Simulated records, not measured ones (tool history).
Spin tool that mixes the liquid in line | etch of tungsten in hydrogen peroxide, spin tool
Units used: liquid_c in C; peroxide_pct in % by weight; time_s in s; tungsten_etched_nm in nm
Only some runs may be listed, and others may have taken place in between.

run 1 hour=0.0 | liquid_c=57.0 peroxide_pct=25 time_s=15 | tungsten_etched_nm=64.621
run 2 hour=7.8 | liquid_c=57.0 peroxide_pct=25 time_s=15 | tungsten_etched_nm=64.481
run 3 hour=15.9 | liquid_c=57.0 peroxide_pct=25 time_s=15 | tungsten_etched_nm=64.525
run 4 hour=21.5 | liquid_c=57.0 peroxide_pct=25 time_s=15 | tungsten_etched_nm=64.213
run 5 hour=27.5 | liquid_c=58.5 peroxide_pct=25 time_s=15 | tungsten_etched_nm=70.065
run 6 hour=35.2 | liquid_c=52.0 peroxide_pct=25 time_s=15 | tungsten_etched_nm=48.046

The next listed run, before its measurement:
run 7 hour=36.4 | liquid_c=55.0 peroxide_pct=25 time_s=15 | tungsten_etched_nm=?

tungsten_etched_nm: 57.262 nm
